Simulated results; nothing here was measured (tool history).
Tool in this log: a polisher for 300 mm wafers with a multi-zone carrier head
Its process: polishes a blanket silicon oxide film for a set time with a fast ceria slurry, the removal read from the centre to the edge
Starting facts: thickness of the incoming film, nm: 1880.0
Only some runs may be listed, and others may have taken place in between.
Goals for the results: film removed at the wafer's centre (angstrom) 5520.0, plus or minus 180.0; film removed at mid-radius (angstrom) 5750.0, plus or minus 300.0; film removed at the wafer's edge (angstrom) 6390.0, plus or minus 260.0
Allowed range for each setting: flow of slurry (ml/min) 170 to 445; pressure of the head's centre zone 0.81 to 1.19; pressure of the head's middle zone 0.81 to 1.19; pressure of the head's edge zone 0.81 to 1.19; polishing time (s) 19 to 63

| run | hour | flow of slurry (ml/min) | pressure of the head's centre zone | pressure of the head's middle zone | pressure of the head's edge zone | polishing time (s) | film removed at the wafer's centre (angstrom) | film removed at mid-radius (angstrom) | film removed at the wafer's edge (angstrom) |
|---|---|---|---|---|---|---|---|---|---|
| 1 | 0.0 | 285 | 1.00 | 1.00 | 1.00 | 41 | 7169.8 | 7028.5 | 7262.4 |
| 2 | 2.8 | 285 | 1.07 | 1.00 | 1.00 | 41 | 7759.2 | 6991.0 | 7272.4 |
| 3 | 8.3 | 280 | 1.03 | 0.98 | 0.99 | 40 | 7292.5 | 6815.6 | 7019.0 |
| 4 | 13.1 | 325 | 1.03 | 0.98 | 0.99 | 40 | 7384.7 | 6896.7 | 7121.1 |
| 5 | 21.0 | 325 | 0.96 | 0.98 | 0.99 | 40 | 6957.7 | 6847.4 | 7163.2 |
| 6 | 26.8 | 325 | 0.96 | 0.98 | 0.99 | 48 | 8200.8 | 8228.4 | 8527.7 |
| 7 | 28.9 | 315 | 0.93 | 0.96 | 0.98 | 46 | 7554.8 | 7884.6 | 8154.7 |
| 8 | 33.3 | 315 | 0.92 | 0.95 | 0.99 | 43 | 7032.1 | 7315.9 | 7635.4 |
| 9 | 40.9 | 315 | 0.91 | 0.93 | 1.00 | 41 | 6549.8 | 6539.4 | 7220.0 |

Which single option among these 4 for the next run brings every result within its allowed miss of target? Just one does.
| A | 48.5 | 265 | 0.90 | 1.05 | 0.93 | 45 | ? | ? | ? |
| B | 48.5 | 340 | 0.94 | 1.00 | 0.91 | 33 | ? | ? | ? |
| C | 48.5 | 245 | 0.97 | 0.94 | 0.97 | 33 | ? | ? | ? |
| D | 48.5 | 255 | 0.90 | 0.94 | 1.05 | 35 | ? | ? | ? |

| move | film removed at the wafer's centre (angstrom) | film removed at mid-radius (angstrom) | film removed at the wafer's edge (angstrom) |
|---|---|---|---|
| A | 6998.5 | 7919.3 | 7496.7 |
| B | 5494.9 | 5739.2 | 5538.9 |
| C | 5482.3 | 5334.7 | 5580.5 |
| D | 5416.6 | 5683.0 | 6170.1 |
A: moves away from the targets compared with the last run
B: the furthest-off result lands on target, but another misses its tolerance
C: the furthest-off result lands on target, but another misses its tolerance
D: in spec on every target
The right move is D.
